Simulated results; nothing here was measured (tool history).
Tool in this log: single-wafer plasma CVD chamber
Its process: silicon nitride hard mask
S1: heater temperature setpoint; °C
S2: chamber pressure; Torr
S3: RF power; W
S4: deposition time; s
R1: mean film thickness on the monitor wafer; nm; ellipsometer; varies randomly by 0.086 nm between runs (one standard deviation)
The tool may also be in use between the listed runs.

run 1 hour=0.0 | S1=425 S2=1.80 S3=280 S4=18.3 | R1=21.193
run 2 hour=7.3 | S1=419 S2=1.80 S3=280 S4=18.3 | R1=21.410
run 3 hour=8.7 | S1=419 S2=1.72 S3=275 S4=18.3 | R1=20.871
run 4 hour=9.7 | S1=419 S2=1.72 S3=245 S4=18.3 | R1=18.983
run 5 hour=14.1 | S1=426 S2=1.72 S3=245 S4=18.3 | R1=19.138
run 6 hour=15.1 | S1=416 S2=1.72 S3=245 S4=18.3 | R1=19.150
run 7 hour=19.6 | S1=416 S2=1.69 S3=245 S4=18.3 | R1=18.901
run 8 hour=22.2 | S1=416 S2=1.67 S3=245 S4=18.3 | R1=19.025
run 9 hour=25.0 | S1=416 S2=1.65 S3=245 S4=18.3 | R1=18.816

Predict the results of run 10:
run 10 hour=26.6 | S1=416 S2=1.64 S3=245 S4=18.3 | R1=?

R1: 18.934 nm

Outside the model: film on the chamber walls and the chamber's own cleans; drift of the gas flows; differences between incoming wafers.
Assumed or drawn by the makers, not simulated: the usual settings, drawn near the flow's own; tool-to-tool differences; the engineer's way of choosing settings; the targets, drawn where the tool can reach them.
